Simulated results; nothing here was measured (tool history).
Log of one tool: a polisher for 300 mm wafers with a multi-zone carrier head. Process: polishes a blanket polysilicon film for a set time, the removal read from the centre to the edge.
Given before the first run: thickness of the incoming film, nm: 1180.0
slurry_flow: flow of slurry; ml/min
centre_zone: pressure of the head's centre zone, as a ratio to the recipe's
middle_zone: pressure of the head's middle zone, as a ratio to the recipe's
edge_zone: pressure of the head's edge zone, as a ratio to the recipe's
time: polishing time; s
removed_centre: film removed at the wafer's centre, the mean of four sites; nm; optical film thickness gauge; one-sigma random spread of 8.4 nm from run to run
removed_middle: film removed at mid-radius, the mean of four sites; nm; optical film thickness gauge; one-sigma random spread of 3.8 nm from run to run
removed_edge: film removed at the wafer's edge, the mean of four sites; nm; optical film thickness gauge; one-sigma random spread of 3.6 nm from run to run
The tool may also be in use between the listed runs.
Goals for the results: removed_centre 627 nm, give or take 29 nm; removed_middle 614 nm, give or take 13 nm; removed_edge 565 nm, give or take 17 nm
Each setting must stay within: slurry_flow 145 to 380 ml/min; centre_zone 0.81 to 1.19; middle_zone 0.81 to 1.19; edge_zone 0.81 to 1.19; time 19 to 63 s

Run 1, day 0: slurry_flow 245 ml/min, centre_zone 1, middle_zone 1, edge_zone 1, time 41 s. Result: removed_centre 404.71 nm, removed_middle 401.54 nm, removed_edge 412.87 nm.
Run 2, day 0.192: slurry_flow 215 ml/min, centre_zone 1, middle_zone 1, edge_zone 1, time 41 s. Result: removed_centre 395.25 nm, removed_middle 393.39 nm, removed_edge 405.28 nm.
Run 3, day 0.55: slurry_flow 215 ml/min, centre_zone 1, middle_zone 1, edge_zone 1.08, time 41 s. Result: removed_centre 397.37 nm, removed_middle 394.84 nm, removed_edge 424.22 nm.
Run 4, day 0.733: slurry_flow 215 ml/min, centre_zone 1, middle_zone 0.92, edge_zone 1.08, time 41 s. Result: removed_centre 396.07 nm, removed_middle 365.44 nm, removed_edge 428.76 nm.
Run 5, day 0.792: slurry_flow 240 ml/min, centre_zone 1.04, middle_zone 0.99, edge_zone 1.1, time 43 s. Result: removed_centre 436.67 nm, removed_middle 412.43 nm, removed_edge 450.75 nm.
Run 6, day 1.088: slurry_flow 195 ml/min, centre_zone 1.04, middle_zone 0.99, edge_zone 1.1, time 43 s. Result: removed_centre 428.09 nm, removed_middle 399.3 nm, removed_edge 440.11 nm.
Run 7, day 1.396: slurry_flow 265 ml/min, centre_zone 1.14, middle_zone 1.09, edge_zone 1.16, time 51 s. Result: removed_centre 571.65 nm, removed_middle 541.85 nm, removed_edge 550.14 nm.
Run 8, day 1.583: slurry_flow 280 ml/min, centre_zone 1.15, middle_zone 1.11, edge_zone 1.16, time 51 s. Result: removed_centre 581.04 nm, removed_middle 553.94 nm, removed_edge 561.14 nm.
At day 1.679: edge zone pressure recalibrated.
Run 9, day 1.679: slurry_flow 290 ml/min, centre_zone 1.16, middle_zone 1.13, edge_zone 1.14, time 51 s. Result: removed_centre 586.64 nm, removed_middle 569.91 nm, removed_edge 535.59 nm.
Run 10, day 1.796: slurry_flow 335 ml/min, centre_zone 1.18, middle_zone 1.17, edge_zone 1.19, time 52 s. Result: removed_centre 628.63 nm, removed_middle 602.97 nm, removed_edge 572.28 nm.

4 next moves are on the table. One of them brings every result within its allowed miss. Which?
Run A, day 1.912: slurry_flow 365 ml/min, centre_zone 1.19, middle_zone 1.11, edge_zone 1.16, time 53 s. Result: removed_centre ?, removed_middle ?, removed_edge ?.
Run B, day 1.912: slurry_flow 360 ml/min, centre_zone 1.17, middle_zone 1.09, edge_zone 1.15, time 53 s. Result: removed_centre ?, removed_middle ?, removed_edge ?.
Run C, day 1.912: slurry_flow 370 ml/min, centre_zone 1.19, middle_zone 1.19, edge_zone 1.19, time 52 s. Result: removed_centre ?, removed_middle ?, removed_edge ?.
Run D, day 1.912: slurry_flow 315 ml/min, centre_zone 1.18, middle_zone 1.16, edge_zone 1.16, time 52 s. Result: removed_centre ?, removed_middle ?, removed_edge ?.

move  removed_centre  removed_middle  removed_edge
   A           647.5           584.2        567.23
   B          636.19           574.6        564.46
   C          636.39          609.23        563.57
   D          621.73          587.91         550.8
A: misses by more than the last run did
B: misses by more than the last run did
C: every result lands within tolerance
D: misses by more than the last run did
C is the move that brings every result within its allowed miss.
